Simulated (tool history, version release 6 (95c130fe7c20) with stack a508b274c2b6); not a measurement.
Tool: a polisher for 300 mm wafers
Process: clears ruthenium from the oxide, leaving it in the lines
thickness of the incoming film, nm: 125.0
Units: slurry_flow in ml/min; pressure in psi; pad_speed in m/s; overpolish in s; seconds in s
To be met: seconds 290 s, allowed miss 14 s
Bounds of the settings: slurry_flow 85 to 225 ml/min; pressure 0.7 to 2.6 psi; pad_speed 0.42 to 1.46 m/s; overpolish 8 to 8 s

run  hour  slurry_flow  pressure  pad_speed  overpolish  seconds
  1     0          145       1.6       0.94           8   141.74
  2   1.1          140       1.3        0.9           8   177.36
  3   5.2          140       1.3        0.9           8   180.27
  4  12.3          140       1.1       0.88           8    212.7
  5  19.7          140       1.3       0.88           8   181.34
  6  20.3          140       1.1       0.86           8   214.85
  7  23.1          140         1       0.86           8    235.6
  8  25.6          140       0.9       0.86           8   256.62

Which of these 4 next moves meets every target?
  A  28.1          195       1.2       0.72           8        ?
  B  28.1          155         1       0.88           8        ?
  C  28.1          150         1          1           8        ?
  D  28.1          180       0.7       0.96           8        ?

move  seconds
   A   211.09
   B   229.47
   C   212.26
   D   297.46
A: further off than the last run
B: further off than the last run
C: further off than the last run
D: meets every target
Answer: D
